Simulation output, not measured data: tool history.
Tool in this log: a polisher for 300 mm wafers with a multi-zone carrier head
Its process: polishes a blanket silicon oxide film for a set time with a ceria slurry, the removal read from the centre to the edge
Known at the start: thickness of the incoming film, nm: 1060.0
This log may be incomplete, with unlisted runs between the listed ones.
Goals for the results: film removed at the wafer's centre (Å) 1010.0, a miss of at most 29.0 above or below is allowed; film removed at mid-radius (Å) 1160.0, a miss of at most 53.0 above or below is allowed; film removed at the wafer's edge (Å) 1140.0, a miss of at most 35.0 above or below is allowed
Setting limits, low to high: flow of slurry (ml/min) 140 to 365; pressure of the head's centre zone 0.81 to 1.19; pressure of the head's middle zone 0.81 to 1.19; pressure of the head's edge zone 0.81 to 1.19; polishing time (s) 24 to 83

run,hour,flow of slurry (ml/min),pressure of the head's centre zone,pressure of the head's middle zone,pressure of the head's edge zone,polishing time (s),film removed at the wafer's centre (Å),film removed at mid-radius (Å),film removed at the wafer's edge (Å)
1,0.0,235,1.00,1.00,1.00,53,1911.3,2013.9,1954.3
2,0.6,235,0.96,1.00,1.00,53,1858.2,1972.9,1953.8
3,3.4,235,0.96,1.00,1.00,41,1443.6,1498.4,1497.5
4,11.3,235,0.96,1.00,0.97,41,1418.2,1521.1,1477.3
5,13.9,235,0.96,1.00,0.97,31,1089.4,1130.5,1122.8
6,16.5,225,0.93,1.01,0.97,31,1058.6,1146.9,1107.9
# hour 20.0: worn pad replaced by a new one
7,20.0,225,0.91,1.01,0.99,31,1165.8,1283.7,1286.5
8,28.0,210,0.90,1.00,0.97,30,1087.3,1227.9,1199.8
9,29.2,210,0.89,0.98,0.96,29,1049.6,1165.1,1165.8

Consider the 4 candidate settings below. Which is the only one whose results all fall within their allowed miss of target?
A,30.4,155,0.92,0.92,0.94,30,?,?,?
B,30.4,175,0.93,0.91,0.95,30,?,?,?
C,30.4,220,0.94,0.99,1.01,28,?,?,?
D,30.4,195,0.90,1.05,1.01,28,?,?,?

move,film removed at the wafer's centre (Å),film removed at mid-radius (Å),film removed at the wafer's edge (Å)
A,1075.1,1119.4,1153.8
B,1118.3,1139.3,1181.0
C,1102.1,1171.4,1166.7
D,1033.0,1198.6,1149.6
A: its largest miss is bigger than the last run's
B: its largest miss is bigger than the last run's
C: its largest miss is bigger than the last run's
D: hits every target within its allowed miss
Move D is the one to make.
